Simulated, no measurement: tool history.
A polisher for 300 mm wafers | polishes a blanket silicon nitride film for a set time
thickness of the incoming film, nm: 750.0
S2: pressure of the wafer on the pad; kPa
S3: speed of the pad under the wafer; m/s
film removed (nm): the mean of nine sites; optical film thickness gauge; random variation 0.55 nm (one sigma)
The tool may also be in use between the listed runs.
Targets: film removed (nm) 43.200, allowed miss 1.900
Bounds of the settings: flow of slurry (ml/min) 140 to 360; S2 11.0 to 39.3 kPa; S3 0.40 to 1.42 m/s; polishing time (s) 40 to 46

{"run": 1, "hour": 0.0, "flow of slurry (ml/min)": 230, "S2": 24.8, "S3": 0.9, "polishing time (s)": 46, "film removed (nm)": 87.029}
{"run": 2, "hour": 7.5, "flow of slurry (ml/min)": 230, "S2": 24.8, "S3": 0.9, "polishing time (s)": 40, "film removed (nm)": 76.504}
{"run": 3, "hour": 13.8, "flow of slurry (ml/min)": 230, "S2": 28.3, "S3": 0.9, "polishing time (s)": 40, "film removed (nm)": 86.465}
{"run": 4, "hour": 20.3, "flow of slurry (ml/min)": 250, "S2": 28.3, "S3": 0.9, "polishing time (s)": 40, "film removed (nm)": 89.075}
{"run": 5, "hour": 24.1, "flow of slurry (ml/min)": 250, "S2": 28.3, "S3": 0.68, "polishing time (s)": 40, "film removed (nm)": 69.222}
{"run": 6, "hour": 29.8, "flow of slurry (ml/min)": 250, "S2": 34.5, "S3": 0.68, "polishing time (s)": 40, "film removed (nm)": 85.836}
{"run": 7, "hour": 35.5, "flow of slurry (ml/min)": 250, "S2": 34.5, "S3": 0.68, "polishing time (s)": 40, "film removed (nm)": 85.679}
{"run": 8, "hour": 42.5, "flow of slurry (ml/min)": 250, "S2": 29.6, "S3": 0.66, "polishing time (s)": 40, "film removed (nm)": 69.985}
{"run": 9, "hour": 44.2, "flow of slurry (ml/min)": 250, "S2": 22.8, "S3": 0.62, "polishing time (s)": 40, "film removed (nm)": 52.665}
{"run": 10, "hour": 50.2, "flow of slurry (ml/min)": 250, "S2": 21.4, "S3": 0.62, "polishing time (s)": 40, "film removed (nm)": 49.123}
{"run": 11, "hour": 56.5, "flow of slurry (ml/min)": 250, "S2": 20.7, "S3": 0.62, "polishing time (s)": 40, "film removed (nm)": 47.626}

Which of these 4 next moves meets every target?
{"run": "A", "hour": 62.8, "flow of slurry (ml/min)": 260, "S2": 19.3, "S3": 0.5, "polishing time (s)": 45, "film removed (nm)": "?"}
{"run": "B", "hour": 62.8, "flow of slurry (ml/min)": 245, "S2": 20.0, "S3": 0.52, "polishing time (s)": 40, "film removed (nm)": "?"}
{"run": "C", "hour": 62.8, "flow of slurry (ml/min)": 185, "S2": 20.0, "S3": 0.52, "polishing time (s)": 41, "film removed (nm)": "?"}
{"run": "D", "hour": 62.8, "flow of slurry (ml/min)": 245, "S2": 24.8, "S3": 0.46, "polishing time (s)": 44, "film removed (nm)": "?"}

move=A film_removed_(nm)=41.495
move=B film_removed_(nm)=39.110
move=C film_removed_(nm)=38.621
move=D film_removed_(nm)=48.068
A: meets every target
B: takes the result that was furthest off past its target
C: takes the result that was furthest off past its target
D: further off than the last run
Move A is the one to make.

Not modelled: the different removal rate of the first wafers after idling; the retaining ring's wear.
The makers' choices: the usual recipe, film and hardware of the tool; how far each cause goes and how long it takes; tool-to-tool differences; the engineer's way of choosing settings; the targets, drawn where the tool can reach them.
